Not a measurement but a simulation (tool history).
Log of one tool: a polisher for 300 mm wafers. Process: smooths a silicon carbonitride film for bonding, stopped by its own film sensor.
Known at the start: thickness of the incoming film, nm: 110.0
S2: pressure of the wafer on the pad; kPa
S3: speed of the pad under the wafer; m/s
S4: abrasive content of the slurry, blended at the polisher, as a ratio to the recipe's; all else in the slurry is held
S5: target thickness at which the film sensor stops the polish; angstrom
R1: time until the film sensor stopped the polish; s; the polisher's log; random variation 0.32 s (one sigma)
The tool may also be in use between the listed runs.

{"run": 1, "hour": 0.0, "flow of slurry (ml/min)": 295, "S2": 11, "S3": 1.08, "S4": 1, "S5": 940, "R1": 57.575}
{"run": 2, "hour": 4.0, "flow of slurry (ml/min)": 295, "S2": 12.4, "S3": 1.08, "S4": 1, "S5": 940, "R1": 52.951}
{"run": 3, "hour": 8.6, "flow of slurry (ml/min)": 295, "S2": 12.4, "S3": 1.08, "S4": 0.85, "S5": 940, "R1": 57.109}
{"run": 4, "hour": 12.2, "flow of slurry (ml/min)": 295, "S2": 13.8, "S3": 1.08, "S4": 0.85, "S5": 940, "R1": 51.677}
{"run": 5, "hour": 18.7, "flow of slurry (ml/min)": 295, "S2": 15.2, "S3": 1.08, "S4": 0.85, "S5": 940, "R1": 48.651}
{"run": 6, "hour": 24.9, "flow of slurry (ml/min)": 295, "S2": 15.2, "S3": 1.08, "S4": 0.7, "S5": 940, "R1": 52.103}

The next listed run, before its measurement:
{"run": 7, "hour": 26.5, "flow of slurry (ml/min)": 295, "S2": 15.9, "S3": 1.12, "S4": 0.7, "S5": 940, "R1": "?"}

R1: 48.784 s
